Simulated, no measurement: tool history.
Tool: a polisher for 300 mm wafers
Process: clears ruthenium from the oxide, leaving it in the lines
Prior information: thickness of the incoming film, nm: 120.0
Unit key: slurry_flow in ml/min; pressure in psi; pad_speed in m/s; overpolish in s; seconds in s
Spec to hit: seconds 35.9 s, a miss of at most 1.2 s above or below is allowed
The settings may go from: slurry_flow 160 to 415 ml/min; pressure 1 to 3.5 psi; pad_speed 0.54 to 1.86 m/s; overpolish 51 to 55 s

run 1 hour=0 | slurry_flow=265 pressure=2.2 pad_speed=1.18 overpolish=51 | seconds=66.15
run 2 hour=0.8 | slurry_flow=265 pressure=2.2 pad_speed=0.92 overpolish=51 | seconds=80.736
run 3 hour=7 | slurry_flow=270 pressure=2.5 pad_speed=0.98 overpolish=51 | seconds=68.946
run 4 hour=8.8 | slurry_flow=270 pressure=2.7 pad_speed=1.06 overpolish=51 | seconds=61.789
run 5 hour=14.4 | slurry_flow=215 pressure=2.7 pad_speed=1.06 overpolish=51 | seconds=62.205
run 6 hour=18.7 | slurry_flow=215 pressure=2.2 pad_speed=1.06 overpolish=51 | seconds=74.849
run 7 hour=24.2 | slurry_flow=225 pressure=2.5 pad_speed=1.14 overpolish=51 | seconds=63.174
run 8 hour=31.9 | slurry_flow=235 pressure=2.7 pad_speed=1.2 overpolish=51 | seconds=56.175
run 9 hour=39.3 | slurry_flow=240 pressure=2.9 pad_speed=1.26 overpolish=51 | seconds=49.379
run 10 hour=47.9 | slurry_flow=245 pressure=3 pad_speed=1.3 overpolish=51 | seconds=47.677
run 11 hour=55.9 | slurry_flow=245 pressure=3.1 pad_speed=1.34 overpolish=51 | seconds=44.428
run 12 hour=60.7 | slurry_flow=245 pressure=3.2 pad_speed=1.36 overpolish=51 | seconds=43.276
run 13 hour=63.7 | slurry_flow=245 pressure=3.3 pad_speed=1.4 overpolish=51 | seconds=40.335
run 14 hour=67.1 | slurry_flow=245 pressure=3.3 pad_speed=1.42 overpolish=51 | seconds=40.272
run 15 hour=73.6 | slurry_flow=245 pressure=3.3 pad_speed=1.44 overpolish=51 | seconds=39.934

4 next moves are on the table. One of them brings every result within its allowed miss. Which?
run A hour=80.1 | slurry_flow=265 pressure=3.5 pad_speed=1.36 overpolish=54 | seconds=?
run B hour=80.1 | slurry_flow=310 pressure=3.5 pad_speed=1.46 overpolish=55 | seconds=?
run C hour=80.1 | slurry_flow=215 pressure=3.4 pad_speed=1.24 overpolish=55 | seconds=?
run D hour=80.1 | slurry_flow=235 pressure=3.3 pad_speed=1.46 overpolish=55 | seconds=?

move=A seconds=38.788
move=B seconds=35.971
move=C seconds=44.004
move=D seconds=38.849
A: better than the last run, though not everything is in spec
B: every result lands within tolerance
C: misses by more than the last run did
D: better than the last run, though not everything is in spec
Correct choice: B, which meets every target
